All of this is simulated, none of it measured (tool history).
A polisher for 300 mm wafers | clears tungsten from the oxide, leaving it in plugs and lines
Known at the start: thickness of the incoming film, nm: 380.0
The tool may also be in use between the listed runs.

run,hour,flow of slurry (ml/min),pressure of the wafer on the pad (kPa),speed of the pad under the wafer (m/s),abrasive content of the slurry,overpolish time after the end point (s),time until the end point was called (s)
1,0.0,255,17.9,0.92,1.0,8,127.37
2,6.1,255,17.9,0.92,0.8,8,133.04
3,8.0,255,19.3,0.94,0.8,8,119.51
4,10.9,255,19.3,0.84,0.8,8,138.00
5,12.3,255,20.7,0.86,0.8,8,123.55
6,20.0,255,22.1,0.86,0.8,8,114.29
7,20.6,255,22.8,0.86,0.8,8,111.86

Forecast run 8:
8,24.6,255,22.8,0.86,0.8,8,?

Run 8 gave time until the end point was called (s) 109.85.
